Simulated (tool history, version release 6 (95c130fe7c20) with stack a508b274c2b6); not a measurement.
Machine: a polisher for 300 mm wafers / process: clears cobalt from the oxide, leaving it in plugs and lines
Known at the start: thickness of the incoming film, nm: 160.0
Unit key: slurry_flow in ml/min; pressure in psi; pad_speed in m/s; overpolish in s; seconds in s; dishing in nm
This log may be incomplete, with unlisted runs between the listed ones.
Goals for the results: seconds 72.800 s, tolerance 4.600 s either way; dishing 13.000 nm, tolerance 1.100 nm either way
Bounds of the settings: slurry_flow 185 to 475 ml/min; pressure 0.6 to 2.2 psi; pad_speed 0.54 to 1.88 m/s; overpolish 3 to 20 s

run	hour	slurry_flow	pressure	pad_speed	overpolish	seconds	dishing
1	0.0	305	1.4	1.20	10	35.651	30.107
2	7.0	305	1.4	0.94	10	42.636	26.331
3	14.7	305	1.3	0.92	9	47.091	22.939
4	23.3	305	1.2	0.90	8	53.417	19.221
5	28.5	305	1.2	0.90	6	52.222	15.138
6	34.0	375	1.2	0.90	6	50.151	15.266
7	40.5	370	1.1	0.90	6	56.823	14.958
8	47.2	370	1.0	0.90	6	60.887	13.825
9	51.2	370	0.9	0.90	6	65.970	12.262
10	55.4	370	0.9	0.90	6	68.206	12.039

Consider the 5 candidate settings below. Which is the only one whose results all fall within their allowed miss of target?
A	59.6	305	0.9	1.02	6	?	?
B	59.6	350	1.1	0.66	7	?	?
C	59.6	465	0.7	1.02	6	?	?
D	59.6	375	0.8	1.16	6	?	?
E	59.6	390	0.8	0.98	8	?	?

move	seconds	dishing
A	61.875	13.036
B	72.534	12.993
C	76.067	10.891
D	61.024	13.193
E	70.301	14.952
A: further off than the last run
B: every result lands within tolerance
C: brings the last run's worst result on target, with another outside its allowed miss
D: further off than the last run
E: brings the last run's worst result on target, with another outside its allowed miss
B is the move that brings every result within its allowed miss.

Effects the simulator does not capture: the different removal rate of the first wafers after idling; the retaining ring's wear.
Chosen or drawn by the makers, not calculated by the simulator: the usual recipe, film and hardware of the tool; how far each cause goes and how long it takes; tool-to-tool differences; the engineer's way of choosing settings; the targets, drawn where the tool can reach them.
